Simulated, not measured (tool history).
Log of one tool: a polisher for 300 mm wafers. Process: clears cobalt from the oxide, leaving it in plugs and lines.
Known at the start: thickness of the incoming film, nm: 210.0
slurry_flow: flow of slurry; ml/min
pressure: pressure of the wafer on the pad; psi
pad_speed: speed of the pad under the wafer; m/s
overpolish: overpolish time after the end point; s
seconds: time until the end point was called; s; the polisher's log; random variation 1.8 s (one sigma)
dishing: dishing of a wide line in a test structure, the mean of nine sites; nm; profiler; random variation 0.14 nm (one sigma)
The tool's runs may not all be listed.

run 1 day=0 | slurry_flow=305 pressure=1.6 pad_speed=0.96 overpolish=10 | seconds=66.608 dishing=23.855
run 2 day=0.108 | slurry_flow=235 pressure=1.6 pad_speed=0.96 overpolish=10 | seconds=68.82 dishing=22.737
run 3 day=0.308 | slurry_flow=235 pressure=1.3 pad_speed=0.96 overpolish=10 | seconds=85.061 dishing=20.645
run 4 day=0.6 | slurry_flow=235 pressure=1.3 pad_speed=0.96 overpolish=12 | seconds=84.124 dishing=22.907
run 5 day=0.812 | slurry_flow=260 pressure=1.3 pad_speed=0.96 overpolish=12 | seconds=83.67 dishing=23.6
run 6 day=0.929 | slurry_flow=285 pressure=1.3 pad_speed=0.96 overpolish=12 | seconds=83.212 dishing=23.331
run 7 day=1.121 | slurry_flow=370 pressure=1 pad_speed=0.68 overpolish=7 | seconds=148.79 dishing=9.8878
run 8 day=1.233 | slurry_flow=455 pressure=1.5 pad_speed=0.58 overpolish=3 | seconds=112.65 dishing=5.4538
-- day=1.379 worn pad replaced by a new one
run 9 day=1.379 | slurry_flow=415 pressure=1.5 pad_speed=0.6 overpolish=3 | seconds=97.665 dishing=6.5996
run 10 day=1.7 | slurry_flow=410 pressure=1.5 pad_speed=0.62 overpolish=4 | seconds=93.248 dishing=8.2782
run 11 day=1.821 | slurry_flow=420 pressure=1.5 pad_speed=0.62 overpolish=4 | seconds=92.792 dishing=8.6916

Forecast run 12:
run 12 day=2.15 | slurry_flow=430 pressure=1.5 pad_speed=0.62 overpolish=4 | seconds=? dishing=?

{"run 12": {"seconds": 97.675, "dishing": 8.5956}}

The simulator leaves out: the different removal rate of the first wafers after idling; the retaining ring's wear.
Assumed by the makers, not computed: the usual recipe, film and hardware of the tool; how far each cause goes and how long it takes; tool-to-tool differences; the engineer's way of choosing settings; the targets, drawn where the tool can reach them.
